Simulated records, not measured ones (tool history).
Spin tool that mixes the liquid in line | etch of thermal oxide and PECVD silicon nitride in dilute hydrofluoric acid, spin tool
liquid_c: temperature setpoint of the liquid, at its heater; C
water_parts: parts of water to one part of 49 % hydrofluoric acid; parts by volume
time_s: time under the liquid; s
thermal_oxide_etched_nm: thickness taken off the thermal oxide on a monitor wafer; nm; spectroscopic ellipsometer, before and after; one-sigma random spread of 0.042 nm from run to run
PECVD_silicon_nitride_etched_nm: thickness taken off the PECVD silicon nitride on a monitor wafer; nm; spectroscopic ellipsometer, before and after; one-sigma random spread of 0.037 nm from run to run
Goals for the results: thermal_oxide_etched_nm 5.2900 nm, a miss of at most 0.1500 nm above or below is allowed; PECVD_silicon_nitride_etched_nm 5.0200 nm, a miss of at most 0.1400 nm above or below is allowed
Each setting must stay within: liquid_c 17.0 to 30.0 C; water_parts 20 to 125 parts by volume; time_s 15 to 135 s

run	hour	liquid_c	water_parts	time_s	thermal_oxide_etched_nm	PECVD_silicon_nitride_etched_nm
1	0.0	22.0	70	70	4.6060	5.2933
2	6.9	22.0	50	70	6.6936	7.3948
3	10.8	24.5	50	70	7.3718	8.8434
4	14.5	23.0	50	70	6.9504	7.8755
5	19.1	22.0	50	70	6.7023	7.3968
6	23.6	21.0	50	70	6.3601	6.9522
7	24.2	20.0	50	70	6.1197	6.4333
8	31.4	19.5	50	70	5.9438	6.2965
9	36.6	19.0	50	70	5.8512	6.1540
10	41.1	18.5	50	70	5.7767	5.8249
# hour 45.6: thermometer replaced
11	45.6	17.0	50	70	4.8533	4.4563
12	53.8	17.5	50	70	4.9799	4.6923
13	57.7	18.0	50	70	5.0793	4.8611
14	61.2	18.0	45	70	5.6699	5.3664
15	66.1	18.0	50	70	5.1758	4.8086

Which of these 4 next moves meets every target?
A	71.0	21.5	55	65	?	?
B	71.0	18.0	55	80	?	?
C	71.0	17.0	55	80	?	?
D	71.0	21.0	65	80	?	?

move	thermal_oxide_etched_nm	PECVD_silicon_nitride_etched_nm
A	4.9893	5.2395
B	5.2936	5.0568
C	5.0699	4.7119
D	5.0267	5.2934
A: the result that was furthest off in the last run now lies on the other side of its target
B: meets every target
C: moves away from the targets compared with the last run
D: the result that was furthest off in the last run now lies on the other side of its target
Move B is the one to make.
